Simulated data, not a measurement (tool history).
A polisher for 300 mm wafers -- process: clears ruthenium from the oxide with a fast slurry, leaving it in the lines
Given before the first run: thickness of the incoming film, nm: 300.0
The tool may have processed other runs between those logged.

run	day	flow of slurry (ml/min)	pressure of the wafer on the pad (kPa)	speed of the pad under the wafer (m/s)	abrasive content of the slurry	overpolish time after the end point (s)	time until the end point was called (s)	dishing of a wide line in a test structure (angstrom)
1	0.000	200	17.9	0.94	1.0	12	73.464	416.03
2	0.204	200	22.1	0.94	1.0	12	60.568	470.87
3	0.250	200	25.5	0.94	1.0	12	53.759	551.75
4	0.425	200	25.5	0.94	0.8	12	62.110	484.73
5	0.650	200	25.5	0.94	0.8	15	60.809	568.99
6	0.862	200	25.5	0.84	0.8	15	70.585	488.03
7	1.079	200	22.1	0.82	0.8	16	83.098	464.15
8	1.112	200	20.0	0.82	0.8	16	90.265	437.81
9	1.392	200	17.9	0.82	0.8	16	99.817	386.67
10	1.604	200	17.2	0.82	0.8	16	105.180	369.74

Run 11 is up next; what results do you expect?
11	1.804	200	16.5	0.82	0.8	16	?	?

Run 11 measured time until the end point was called (s) 108.850, dishing of a wide line in a test structure (angstrom) 362.14.
